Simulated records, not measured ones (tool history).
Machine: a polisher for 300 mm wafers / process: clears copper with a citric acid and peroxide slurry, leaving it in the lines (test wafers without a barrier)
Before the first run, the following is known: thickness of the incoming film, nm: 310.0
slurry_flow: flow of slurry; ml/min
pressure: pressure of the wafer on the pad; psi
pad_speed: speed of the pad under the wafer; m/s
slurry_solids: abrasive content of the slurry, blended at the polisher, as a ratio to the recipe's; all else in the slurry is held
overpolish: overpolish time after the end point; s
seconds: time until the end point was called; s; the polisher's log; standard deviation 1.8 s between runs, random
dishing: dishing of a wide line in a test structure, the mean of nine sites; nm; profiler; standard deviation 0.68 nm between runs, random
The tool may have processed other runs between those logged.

| run | hour | slurry_flow | pressure | pad_speed | slurry_solids | overpolish | seconds | dishing |
|---|---|---|---|---|---|---|---|---|
| 1 | 0 | 215 | 3.8 | 0.9 | 1 | 29 | 122.54 | 31.899 |
| 2 | 3.3 | 215 | 3.8 | 0.9 | 0.8 | 29 | 132.36 | 31.853 |
| 3 | 6.5 | 235 | 3.8 | 0.9 | 0.8 | 29 | 132.99 | 32.27 |
| 4 | 10.7 | 235 | 3.8 | 0.76 | 0.8 | 29 | 155.49 | 28.861 |
| 5 | 13.6 | 235 | 3.8 | 0.86 | 0.8 | 29 | 135.56 | 30.241 |
| 6 | 22 | 225 | 3.7 | 0.86 | 0.8 | 31 | 141.83 | 29.907 |
| 7 | 26.7 | 245 | 3.7 | 0.84 | 0.75 | 35 | 148.34 | 31.897 |

The next listed run, before its measurement:
| 8 | 33.9 | 245 | 3.6 | 0.84 | 0.75 | 37 | ? | ? |

seconds: 151.64 s
dishing: 32.436 nm

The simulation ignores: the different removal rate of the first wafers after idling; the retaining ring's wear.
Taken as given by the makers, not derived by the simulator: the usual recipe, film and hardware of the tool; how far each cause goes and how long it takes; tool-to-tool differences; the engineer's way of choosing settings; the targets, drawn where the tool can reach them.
